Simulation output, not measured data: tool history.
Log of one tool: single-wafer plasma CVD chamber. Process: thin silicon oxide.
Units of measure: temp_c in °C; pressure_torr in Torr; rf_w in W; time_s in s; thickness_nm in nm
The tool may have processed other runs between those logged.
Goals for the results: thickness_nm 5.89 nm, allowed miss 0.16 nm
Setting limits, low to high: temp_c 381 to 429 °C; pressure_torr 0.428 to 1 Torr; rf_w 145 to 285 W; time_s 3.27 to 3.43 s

run  hour  temp_c  pressure_torr  rf_w  time_s  thickness_nm
  1     0     405          0.714   215    3.43        4.7419
  2   5.2     405           0.76   215    3.43        4.9922
  3   8.1     405           0.76   215    3.43        5.0207
  4  11.3     405           0.76   225    3.43        5.1679
  5  19.9     405          0.675   225    3.43        4.5774
  6  22.1     405          0.624   225    3.43         4.234
  7  29.6     405          0.694   225    3.43        4.7284
  8  30.9     405          0.741   225    3.43        4.9616
     32.2  -- thermocouple changed; heater temperature recalibrated
  9  32.2     405          0.781   225    3.43        5.2472
 10  40.4     405          0.808   225    3.43        5.3961
 11  42.8     405           0.83   225    3.43        5.5881

Which one of the following 5 next-run settings gets every result inside its allowed miss? There is exactly one.
  A  45.2     406          0.816   225    3.43             ?
  B  45.2     401          0.825   240    3.27             ?
  C  45.2     404          0.895   220    3.43             ?
  D  45.2     401          0.782   245    3.43             ?
  E  45.2     405          0.821   220     3.4             ?

move  thickness_nm
   A        5.5041
   B        5.5005
   C        5.8795
   D        5.5566
   E        5.4264
A: the biggest miss grows against the last run
B: the biggest miss grows against the last run
C: hits every target within its allowed miss
D: the biggest miss grows against the last run
E: the biggest miss grows against the last run
Move C is the one to make.

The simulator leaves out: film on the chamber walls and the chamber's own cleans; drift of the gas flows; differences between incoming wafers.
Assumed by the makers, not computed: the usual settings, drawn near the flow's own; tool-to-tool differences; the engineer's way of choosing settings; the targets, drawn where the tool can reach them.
